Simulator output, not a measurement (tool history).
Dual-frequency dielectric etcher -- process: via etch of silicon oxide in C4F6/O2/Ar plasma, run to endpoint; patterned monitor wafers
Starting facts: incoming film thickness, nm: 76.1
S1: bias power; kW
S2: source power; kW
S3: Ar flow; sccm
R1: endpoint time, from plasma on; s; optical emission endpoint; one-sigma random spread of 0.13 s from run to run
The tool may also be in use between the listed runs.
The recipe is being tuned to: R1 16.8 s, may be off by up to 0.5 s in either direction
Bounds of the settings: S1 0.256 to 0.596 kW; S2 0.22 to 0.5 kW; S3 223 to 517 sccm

run 1 day=0 | S1=0.426 S2=0.36 S3=370 | R1=19.635
run 2 day=0.096 | S1=0.426 S2=0.41 S3=370 | R1=18.87
run 3 day=0.375 | S1=0.447 S2=0.42 S3=367 | R1=18.14
run 4 day=0.583 | S1=0.46 S2=0.42 S3=366 | R1=18.373
run 5 day=0.654 | S1=0.422 S2=0.42 S3=366 | R1=18.48
run 6 day=0.696 | S1=0.433 S2=0.43 S3=361 | R1=18.345
run 7 day=0.788 | S1=0.45 S2=0.44 S3=359 | R1=17.981
run 8 day=0.838 | S1=0.462 S2=0.45 S3=357 | R1=17.515
run 9 day=0.979 | S1=0.469 S2=0.45 S3=356 | R1=17.204

Below are 4 possible settings for the next run. Only one of them brings all results inside the allowed miss of their targets. Which is it?
run A day=1.121 | S1=0.509 S2=0.4 S3=367 | R1=?
run B day=1.121 | S1=0.436 S2=0.45 S3=437 | R1=?
run C day=1.121 | S1=0.561 S2=0.45 S3=437 | R1=?
run D day=1.121 | S1=0.452 S2=0.44 S3=376 | R1=?

move=A R1=17.659
move=B R1=17.953
move=C R1=16.702
move=D R1=17.643
A: moves away from the targets compared with the last run
B: moves away from the targets compared with the last run
C: hits every target within its allowed miss
D: moves away from the targets compared with the last run
The move that meets every target is C.
